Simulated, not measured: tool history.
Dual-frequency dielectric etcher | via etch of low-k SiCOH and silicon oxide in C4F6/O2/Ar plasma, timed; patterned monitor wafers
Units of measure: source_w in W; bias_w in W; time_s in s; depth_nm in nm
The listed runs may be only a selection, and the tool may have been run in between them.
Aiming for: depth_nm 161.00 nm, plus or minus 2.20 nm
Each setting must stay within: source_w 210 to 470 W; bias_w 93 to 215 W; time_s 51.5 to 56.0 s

run  hour  source_w  bias_w  time_s  depth_nm
  1   0.0       340     154    56.0    142.46
  2   8.7       280     154    56.0    131.44
  3   9.9       280     138    56.0    128.94
  4  14.6       280     150    56.0    131.17
  5  16.2       310     150    56.0    137.25
  6  25.0       310     150    51.5    125.16
  7  34.0       330     156    51.5    130.54
  8  35.8       350     161    51.5    134.53
  9  43.1       370     166    51.5    139.08
 10  44.3       390     170    51.5    143.26

Of the 4 settings listed for the next run, only one would bring every result within its allowed miss of target. Which one?
  A  45.5       370     200    55.5         ?
  B  45.5       410     179    56.0         ?
  C  45.5       380     172    56.0         ?
  D  45.5       440     185    55.5         ?

move  depth_nm
   A    156.65
   B    160.23
   C    153.66
   D    164.91
A: nearer than the last run, and not there yet
B: hits every target within its allowed miss
C: nearer than the last run, and not there yet
D: carries the result that was furthest off beyond its target, to the other side
B meets every target.
